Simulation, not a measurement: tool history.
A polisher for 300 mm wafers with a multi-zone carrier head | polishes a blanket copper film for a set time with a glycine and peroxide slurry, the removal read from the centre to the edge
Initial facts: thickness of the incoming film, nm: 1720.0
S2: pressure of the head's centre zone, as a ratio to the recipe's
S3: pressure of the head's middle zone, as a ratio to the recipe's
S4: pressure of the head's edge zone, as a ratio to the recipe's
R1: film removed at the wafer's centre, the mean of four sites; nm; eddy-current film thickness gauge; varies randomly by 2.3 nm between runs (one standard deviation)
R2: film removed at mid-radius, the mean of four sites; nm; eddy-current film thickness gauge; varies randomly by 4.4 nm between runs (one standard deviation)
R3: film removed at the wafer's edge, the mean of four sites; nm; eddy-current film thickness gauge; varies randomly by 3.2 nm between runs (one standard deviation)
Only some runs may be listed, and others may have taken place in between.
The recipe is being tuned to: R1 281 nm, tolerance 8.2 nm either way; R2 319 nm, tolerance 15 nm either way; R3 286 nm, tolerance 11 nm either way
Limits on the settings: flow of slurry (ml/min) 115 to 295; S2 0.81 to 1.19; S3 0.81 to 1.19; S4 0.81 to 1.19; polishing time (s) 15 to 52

run 1 hour=0 | flow_of_slurry_(ml/min)=190 S2=1 S3=1 S4=1 polishing_time_(s)=33 | R1=216.64 R2=218.39 R3=218.9
run 2 hour=6.9 | flow_of_slurry_(ml/min)=160 S2=1 S3=1 S4=1 polishing_time_(s)=33 | R1=206.43 R2=206.94 R3=216.81
run 3 hour=13.7 | flow_of_slurry_(ml/min)=180 S2=1 S3=1 S4=1 polishing_time_(s)=33 | R1=212.06 R2=217.44 R3=219.34
run 4 hour=20.7 | flow_of_slurry_(ml/min)=180 S2=1 S3=1 S4=1.07 polishing_time_(s)=33 | R1=214.91 R2=212.01 R3=228.24
run 5 hour=24 | flow_of_slurry_(ml/min)=180 S2=1.09 S3=1 S4=1.07 polishing_time_(s)=33 | R1=233.5 R2=216.36 R3=227.25
run 6 hour=26.2 | flow_of_slurry_(ml/min)=190 S2=1.08 S3=1.03 S4=1.08 polishing_time_(s)=34 | R1=238.21 R2=234.78 R3=242.48
run 7 hour=31.1 | flow_of_slurry_(ml/min)=200 S2=1.09 S3=1.05 S4=1.09 polishing_time_(s)=34 | R1=243.56 R2=236.08 R3=239.62
run 8 hour=39.1 | flow_of_slurry_(ml/min)=205 S2=1.08 S3=1.07 S4=1.09 polishing_time_(s)=35 | R1=252.11 R2=251.94 R3=241.36
run 9 hour=43 | flow_of_slurry_(ml/min)=205 S2=1.07 S3=1.08 S4=1.1 polishing_time_(s)=36 | R1=257.85 R2=262.74 R3=254.38
run 10 hour=50.4 | flow_of_slurry_(ml/min)=255 S2=1.06 S3=1.18 S4=1.14 polishing_time_(s)=38 | R1=272.78 R2=302.46 R3=281.94

Of the 4 settings listed for the next run, only one would bring every result within its allowed miss of target. Which one?
run A hour=57.8 | flow_of_slurry_(ml/min)=235 S2=1.05 S3=1.19 S4=0.97 polishing_time_(s)=40 | R1=? R2=? R3=?
run B hour=57.8 | flow_of_slurry_(ml/min)=215 S2=1.03 S3=1.19 S4=1.09 polishing_time_(s)=41 | R1=? R2=? R3=?
run C hour=57.8 | flow_of_slurry_(ml/min)=270 S2=0.9 S3=1.11 S4=1.08 polishing_time_(s)=43 | R1=? R2=? R3=?
run D hour=57.8 | flow_of_slurry_(ml/min)=240 S2=1.14 S3=1.19 S4=1.12 polishing_time_(s)=40 | R1=? R2=? R3=?

move=A R1=280.14 R2=317.92 R3=269.05
move=B R1=278.34 R2=322.41 R3=289.68
move=C R1=262.01 R2=326.98 R3=308.63
move=D R1=305.14 R2=318.46 R3=289.33
A: brings the result that was furthest off to its target, and leaves another outside
B: hits every target within its allowed miss
C: brings the result that was furthest off to its target, and leaves another outside
D: brings the result that was furthest off to its target, and leaves another outside
The right move is B.
